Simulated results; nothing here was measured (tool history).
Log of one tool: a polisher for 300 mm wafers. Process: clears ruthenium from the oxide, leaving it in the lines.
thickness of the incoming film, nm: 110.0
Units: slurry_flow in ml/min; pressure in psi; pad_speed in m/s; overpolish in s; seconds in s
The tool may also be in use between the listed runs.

| run | day | slurry_flow | pressure | pad_speed | overpolish | seconds |
|---|---|---|---|---|---|---|
| 1 | 0 | 185 | 1.6 | 1.06 | 4 | 128.71 |
| 2 | 0.129 | 185 | 1.6 | 0.9 | 4 | 141.28 |
| 3 | 0.167 | 185 | 1.6 | 1.02 | 4 | 132.55 |
| 4 | 0.221 | 185 | 1.7 | 1.02 | 4 | 127.67 |
| 5 | 0.45 | 185 | 1.8 | 1.02 | 4 | 117.34 |
| 6 | 0.733 | 185 | 1.8 | 1.02 | 3 | 119.32 |

Forecast run 7:
| 7 | 0.758 | 185 | 1.9 | 1.02 | 3 | ? |

Run 7 gave seconds 112.71 s.
